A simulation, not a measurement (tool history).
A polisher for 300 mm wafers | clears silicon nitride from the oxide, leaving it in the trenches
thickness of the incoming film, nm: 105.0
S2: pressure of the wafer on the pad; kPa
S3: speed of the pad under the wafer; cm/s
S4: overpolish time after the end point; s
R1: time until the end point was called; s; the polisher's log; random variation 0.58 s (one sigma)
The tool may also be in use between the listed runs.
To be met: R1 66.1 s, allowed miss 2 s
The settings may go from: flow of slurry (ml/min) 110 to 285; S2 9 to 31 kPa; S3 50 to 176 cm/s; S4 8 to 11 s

Run 1, day 0: flow of slurry (ml/min) 180, S2 20 kPa, S3 112 cm/s, S4 11 s. Result: R1 128.21 s.
Run 2, day 0.212: flow of slurry (ml/min) 190, S2 23.4 kPa, S3 114 cm/s, S4 11 s. Result: R1 110.37 s.
Run 3, day 0.304: flow of slurry (ml/min) 190, S2 25.5 kPa, S3 120 cm/s, S4 11 s. Result: R1 95.715 s.
Run 4, day 0.612: flow of slurry (ml/min) 190, S2 25.5 kPa, S3 120 cm/s, S4 8 s. Result: R1 97.612 s.
At day 0.696: worn pad replaced by a new one.
Run 5, day 0.696: flow of slurry (ml/min) 190, S2 26.9 kPa, S3 126 cm/s, S4 8 s. Result: R1 79.104 s.
Run 6, day 1: flow of slurry (ml/min) 190, S2 27.6 kPa, S3 126 cm/s, S4 8 s. Result: R1 75.812 s.
Run 7, day 1.192: flow of slurry (ml/min) 190, S2 28.3 kPa, S3 126 cm/s, S4 8 s. Result: R1 73.996 s.
Run 8, day 1.425: flow of slurry (ml/min) 190, S2 29 kPa, S3 126 cm/s, S4 8 s. Result: R1 73.716 s.
Run 9, day 1.625: flow of slurry (ml/min) 190, S2 29.6 kPa, S3 126 cm/s, S4 8 s. Result: R1 71.358 s.
Run 10, day 1.821: flow of slurry (ml/min) 190, S2 29.6 kPa, S3 126 cm/s, S4 8 s. Result: R1 72.24 s.

Which of these 5 next moves meets every target?
Run A, day 2.017: flow of slurry (ml/min) 175, S2 29.6 kPa, S3 140 cm/s, S4 10 s. Result: R1 ?.
Run B, day 2.017: flow of slurry (ml/min) 210, S2 31 kPa, S3 118 cm/s, S4 8 s. Result: R1 ?.
Run C, day 2.017: flow of slurry (ml/min) 170, S2 26.2 kPa, S3 164 cm/s, S4 10 s. Result: R1 ?.
Run D, day 2.017: flow of slurry (ml/min) 270, S2 29.6 kPa, S3 120 cm/s, S4 10 s. Result: R1 ?.
Run E, day 2.017: flow of slurry (ml/min) 205, S2 31 kPa, S3 144 cm/s, S4 9 s. Result: R1 ?.

move      R1
   A  64.702
   B  71.297
   C   62.61
   D  71.379
   E  59.339
A: meets every target
B: nearer than the last run, and not there yet
C: takes the result that was furthest off past its target
D: nearer than the last run, and not there yet
E: takes the result that was furthest off past its target
Answer: A
